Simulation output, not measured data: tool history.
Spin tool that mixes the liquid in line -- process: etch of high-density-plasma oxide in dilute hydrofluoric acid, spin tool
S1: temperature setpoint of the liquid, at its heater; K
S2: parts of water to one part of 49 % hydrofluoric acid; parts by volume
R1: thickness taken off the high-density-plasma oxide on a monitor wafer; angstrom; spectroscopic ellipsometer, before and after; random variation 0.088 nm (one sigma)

Run 1, hour 0: S1 297.15 K, S2 150 parts by volume, time under the liquid (s) 275. Result: R1 179.03 angstrom.
Run 2, hour 5.7: S1 299.15 K, S2 150 parts by volume, time under the liquid (s) 275. Result: R1 191.3 angstrom.
Run 3, hour 7.8: S1 298.15 K, S2 150 parts by volume, time under the liquid (s) 275. Result: R1 185.65 angstrom.
Run 4, hour 15.2: S1 296.15 K, S2 150 parts by volume, time under the liquid (s) 275. Result: R1 170.68 angstrom.
Run 5, hour 22.5: S1 296.15 K, S2 150 parts by volume, time under the liquid (s) 300. Result: R1 185.76 angstrom.
Run 6, hour 31.5: S1 296.15 K, S2 150 parts by volume, time under the liquid (s) 300. Result: R1 187.15 angstrom.
Run 7, hour 40.1: S1 295.65 K, S2 150 parts by volume, time under the liquid (s) 300. Result: R1 183.47 angstrom.
Run 8, hour 47.1: S1 295.15 K, S2 150 parts by volume, time under the liquid (s) 300. Result: R1 180.08 angstrom.
Run 9, hour 54.7: S1 294.65 K, S2 150 parts by volume, time under the liquid (s) 300. Result: R1 176.63 angstrom.
Run 10, hour 58.9: S1 294.15 K, S2 150 parts by volume, time under the liquid (s) 300. Result: R1 173.3 angstrom.
Run 11, hour 64.3: S1 293.65 K, S2 150 parts by volume, time under the liquid (s) 300. Result: R1 170.56 angstrom.
Run 12, hour 69.4: S1 293.15 K, S2 150 parts by volume, time under the liquid (s) 300. Result: R1 165.62 angstrom.
Run 13, hour 77.3: S1 292.65 K, S2 150 parts by volume, time under the liquid (s) 300. Result: R1 164.21 angstrom.
Run 14, hour 79.6: S1 292.15 K, S2 150 parts by volume, time under the liquid (s) 300. Result: R1 160.91 angstrom.
Run 15, hour 86.5: S1 292.15 K, S2 150 parts by volume, time under the liquid (s) 300. Result: R1 159.93 angstrom.

Predict the results of run 16:
Run 16, hour 91: S1 291.65 K, S2 150 parts by volume, time under the liquid (s) 300. Result: R1 ?.

{"run 16": {"R1": 157.43}}

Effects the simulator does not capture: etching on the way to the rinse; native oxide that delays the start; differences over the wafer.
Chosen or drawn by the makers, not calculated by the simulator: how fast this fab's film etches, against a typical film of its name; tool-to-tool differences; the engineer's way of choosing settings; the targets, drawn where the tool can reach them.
